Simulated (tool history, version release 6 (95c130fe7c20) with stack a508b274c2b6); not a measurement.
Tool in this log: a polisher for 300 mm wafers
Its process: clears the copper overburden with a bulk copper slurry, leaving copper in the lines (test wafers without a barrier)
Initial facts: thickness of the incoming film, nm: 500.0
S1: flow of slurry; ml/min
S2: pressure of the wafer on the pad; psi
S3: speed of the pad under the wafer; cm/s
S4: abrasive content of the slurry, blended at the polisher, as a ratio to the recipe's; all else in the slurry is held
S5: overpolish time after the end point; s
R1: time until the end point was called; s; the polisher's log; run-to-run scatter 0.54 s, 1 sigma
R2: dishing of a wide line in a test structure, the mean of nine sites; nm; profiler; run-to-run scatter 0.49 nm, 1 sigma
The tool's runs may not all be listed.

run  hour   S1   S2   S3    S4  S5       R1      R2
  1   0.0  130  2.0  102  1.00  10   79.469  29.551
  2   7.8  100  2.0  102  1.00  10   84.887  29.471
  3  10.8  115  2.1  102  1.00   9   78.277  29.652
  4  18.8  115  2.1   78  1.00   9  100.940  24.983
  5  25.1  130  2.3   78  1.00   8   91.553  25.891
  6  30.3  130  2.3   78  1.15   8   89.121  26.132
  7  36.3  140  2.4   78  1.15   7   83.302  24.033
  8  42.3  145  2.5   78  1.15   7   80.533  23.849
  9  50.6  150  2.6   78  1.15   7   77.220  25.687

Forecast run 10:
 10  58.1  155  2.7  78  1.15   7   ?   ?

R1: 74.635 s
R2: 26.775 nm

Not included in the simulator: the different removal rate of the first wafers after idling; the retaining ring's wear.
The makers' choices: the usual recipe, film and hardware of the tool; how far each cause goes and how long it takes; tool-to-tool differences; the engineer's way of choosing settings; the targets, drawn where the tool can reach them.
